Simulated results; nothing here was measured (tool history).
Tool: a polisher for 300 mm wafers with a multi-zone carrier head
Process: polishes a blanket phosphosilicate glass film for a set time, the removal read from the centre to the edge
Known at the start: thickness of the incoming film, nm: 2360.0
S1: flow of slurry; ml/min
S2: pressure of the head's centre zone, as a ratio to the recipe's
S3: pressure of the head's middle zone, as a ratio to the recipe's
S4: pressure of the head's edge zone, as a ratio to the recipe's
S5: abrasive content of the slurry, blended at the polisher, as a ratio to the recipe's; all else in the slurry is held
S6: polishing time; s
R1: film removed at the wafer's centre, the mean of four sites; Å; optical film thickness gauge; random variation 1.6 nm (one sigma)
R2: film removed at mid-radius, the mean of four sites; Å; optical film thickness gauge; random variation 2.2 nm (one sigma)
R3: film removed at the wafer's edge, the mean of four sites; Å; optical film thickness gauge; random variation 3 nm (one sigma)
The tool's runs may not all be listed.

| run | hour | S1 | S2 | S3 | S4 | S5 | S6 | R1 | R2 | R3 |
|---|---|---|---|---|---|---|---|---|---|---|
| 1 | 0.0 | 245 | 1.00 | 1.00 | 1.00 | 1.00 | 62 | 3737.1 | 3615.4 | 3685.2 |
| 2 | 4.3 | 245 | 1.00 | 1.00 | 1.00 | 1.00 | 56 | 3314.8 | 3228.5 | 3390.9 |
| 3 | 10.2 | 245 | 1.00 | 1.00 | 1.04 | 1.00 | 56 | 3355.1 | 3264.6 | 3407.7 |
| 4 | 13.6 | 245 | 0.92 | 1.00 | 1.04 | 1.00 | 56 | 3069.7 | 3238.8 | 3383.5 |
| 5 | 16.4 | 245 | 0.92 | 1.00 | 1.04 | 1.10 | 56 | 3150.5 | 3311.0 | 3562.3 |
| 6 | 22.0 | 280 | 0.92 | 1.00 | 1.04 | 1.10 | 56 | 3211.8 | 3411.3 | 3504.4 |

The next listed run, before its measurement:
| 7 | 28.7 | 325 | 0.82 | 0.94 | 0.94 | 0.85 | 55 | ? | ? | ? |

{"run 7": {"R1": 2609.3, "R2": 2971.4, "R3": 3077.6}}
